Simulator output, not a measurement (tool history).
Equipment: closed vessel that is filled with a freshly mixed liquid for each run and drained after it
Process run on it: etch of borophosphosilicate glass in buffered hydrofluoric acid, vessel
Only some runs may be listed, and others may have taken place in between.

run,hour,temperature setpoint of the liquid (C),parts of 40 % ammonium fluoride to one part of 49 % hydrofluoric acid (parts by volume),time in the liquid (s),thickness taken off the borophosphosilicate glass on a monitor wafer (Å)
1,0,21,22.5,85,435.93
2,5.2,21,22.5,90,467.42
3,12.4,22.5,22.5,90,504.41
4,20.7,22.5,22.5,85,477.98
5,21.7,20,22.5,85,410.27
6,28.5,22,22.5,85,463.52
7,33.8,23.5,22.5,85,500.91

What will run 8 give?
8,37.4,24.5,22.5,85,?

{"run 8": {"thickness taken off the borophosphosilicate glass on a monitor wafer (Å)": 533.03}}

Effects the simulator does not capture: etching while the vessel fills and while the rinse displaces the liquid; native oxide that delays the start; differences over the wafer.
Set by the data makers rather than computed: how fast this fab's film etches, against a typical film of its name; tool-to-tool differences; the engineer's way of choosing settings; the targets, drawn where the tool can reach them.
